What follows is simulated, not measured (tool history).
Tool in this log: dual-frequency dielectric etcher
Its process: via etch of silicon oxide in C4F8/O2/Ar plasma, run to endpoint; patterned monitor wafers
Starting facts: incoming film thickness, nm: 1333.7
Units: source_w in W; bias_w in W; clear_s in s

run,hour,source_w,bias_w,clear_s
1,0,2590,1719,254
2,3.7,2590,1975,239.89
3,9.8,2590,2201,235.07
4,18.1,2400,2201,241.9
5,26.2,2220,2201,252.75
6,35,2220,2394,245.18
7,43.5,2030,2209,259.93
8,49.3,1900,2061,276.78
9,50.3,1800,2020,284.73
10,56.6,1730,1990,290.63

Forecast run 11:
11,60.3,1680,1970,?

clear_s: 298.64 s

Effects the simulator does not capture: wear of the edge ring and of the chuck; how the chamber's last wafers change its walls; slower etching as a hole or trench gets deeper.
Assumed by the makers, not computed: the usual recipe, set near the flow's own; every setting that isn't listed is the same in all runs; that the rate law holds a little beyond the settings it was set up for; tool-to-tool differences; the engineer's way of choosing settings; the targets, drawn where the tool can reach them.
